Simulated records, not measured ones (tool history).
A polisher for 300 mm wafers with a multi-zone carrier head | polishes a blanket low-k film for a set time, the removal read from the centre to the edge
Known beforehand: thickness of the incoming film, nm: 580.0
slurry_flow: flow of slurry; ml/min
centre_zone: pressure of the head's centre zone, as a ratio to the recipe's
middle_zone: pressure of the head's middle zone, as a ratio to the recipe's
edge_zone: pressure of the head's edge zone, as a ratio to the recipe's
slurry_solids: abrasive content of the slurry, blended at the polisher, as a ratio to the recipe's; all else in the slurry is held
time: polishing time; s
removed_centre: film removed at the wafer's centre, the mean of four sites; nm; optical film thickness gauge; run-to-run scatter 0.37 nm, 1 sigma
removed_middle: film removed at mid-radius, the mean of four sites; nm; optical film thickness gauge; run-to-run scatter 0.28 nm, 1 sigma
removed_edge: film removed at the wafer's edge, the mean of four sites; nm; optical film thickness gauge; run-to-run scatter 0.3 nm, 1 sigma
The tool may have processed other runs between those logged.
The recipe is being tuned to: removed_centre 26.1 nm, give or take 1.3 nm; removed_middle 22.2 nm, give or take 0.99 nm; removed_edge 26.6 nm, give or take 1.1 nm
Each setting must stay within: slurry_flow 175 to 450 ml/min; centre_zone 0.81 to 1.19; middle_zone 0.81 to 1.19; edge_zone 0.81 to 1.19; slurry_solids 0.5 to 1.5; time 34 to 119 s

run 1 hour=0 | slurry_flow=290 centre_zone=1 middle_zone=1 edge_zone=1 slurry_solids=1 time=76 | removed_centre=18.621 removed_middle=19.287 removed_edge=19.19
run 2 hour=2.7 | slurry_flow=290 centre_zone=1.08 middle_zone=1 edge_zone=1 slurry_solids=1 time=76 | removed_centre=20.944 removed_middle=19.292 removed_edge=19.155
run 3 hour=11.2 | slurry_flow=290 centre_zone=1.08 middle_zone=1 edge_zone=1.03 slurry_solids=1 time=76 | removed_centre=20.527 removed_middle=18.964 removed_edge=19.454
run 4 hour=12.2 | slurry_flow=290 centre_zone=1.13 middle_zone=1 edge_zone=1.03 slurry_solids=1 time=76 | removed_centre=21.552 removed_middle=18.814 removed_edge=19.554
run 5 hour=13.4 | slurry_flow=290 centre_zone=1.13 middle_zone=0.99 edge_zone=1.05 slurry_solids=1.05 time=76 | removed_centre=22.077 removed_middle=19.383 removed_edge=20.217
run 6 hour=18.1 | slurry_flow=290 centre_zone=1.13 middle_zone=0.97 edge_zone=1.07 slurry_solids=1.1 time=76 | removed_centre=22.835 removed_middle=18.927 removed_edge=20.395
run 7 hour=20.6 | slurry_flow=285 centre_zone=1.11 middle_zone=0.96 edge_zone=1.09 slurry_solids=1.15 time=77 | removed_centre=23.03 removed_middle=19.698 removed_edge=21.832
run 8 hour=28.1 | slurry_flow=285 centre_zone=1.11 middle_zone=0.96 edge_zone=1.1 slurry_solids=1.2 time=77 | removed_centre=22.926 removed_middle=20.213 removed_edge=22.403
run 9 hour=30.6 | slurry_flow=290 centre_zone=1.17 middle_zone=0.89 edge_zone=1.18 slurry_solids=1.45 time=79 | removed_centre=27.569 removed_middle=21.445 removed_edge=25.389

Which of these 5 next moves meets every target?
run A hour=33.1 | slurry_flow=210 centre_zone=1.09 middle_zone=0.9 edge_zone=1.19 slurry_solids=1.5 time=83 | removed_centre=? removed_middle=? removed_edge=?
run B hour=33.1 | slurry_flow=270 centre_zone=1.04 middle_zone=0.99 edge_zone=1.09 slurry_solids=1.35 time=88 | removed_centre=? removed_middle=? removed_edge=?
run C hour=33.1 | slurry_flow=300 centre_zone=0.98 middle_zone=1 edge_zone=1.15 slurry_solids=1.45 time=82 | removed_centre=? removed_middle=? removed_edge=?
run D hour=33.1 | slurry_flow=275 centre_zone=0.84 middle_zone=0.81 edge_zone=1.19 slurry_solids=1.45 time=91 | removed_centre=? removed_middle=? removed_edge=?
run E hour=33.1 | slurry_flow=265 centre_zone=0.99 middle_zone=0.81 edge_zone=1.19 slurry_solids=1.5 time=88 | removed_centre=? removed_middle=? removed_edge=?

move=A removed_centre=25.51 removed_middle=21.751 removed_edge=26.839
move=B removed_centre=25.539 removed_middle=24.64 removed_edge=26.674
move=C removed_centre=23.349 removed_middle=24.097 removed_edge=26.467
move=D removed_centre=21.946 removed_middle=22.279 removed_edge=29.753
move=E removed_centre=25.275 removed_middle=21.733 removed_edge=29.073
A: meets every target
B: corrects the largest miss of the last run, while another result sits out of spec
C: takes the biggest miss from the last run beyond its target
D: takes the biggest miss from the last run beyond its target
E: corrects the largest miss of the last run, while another result sits out of spec
The move that meets every target is A.

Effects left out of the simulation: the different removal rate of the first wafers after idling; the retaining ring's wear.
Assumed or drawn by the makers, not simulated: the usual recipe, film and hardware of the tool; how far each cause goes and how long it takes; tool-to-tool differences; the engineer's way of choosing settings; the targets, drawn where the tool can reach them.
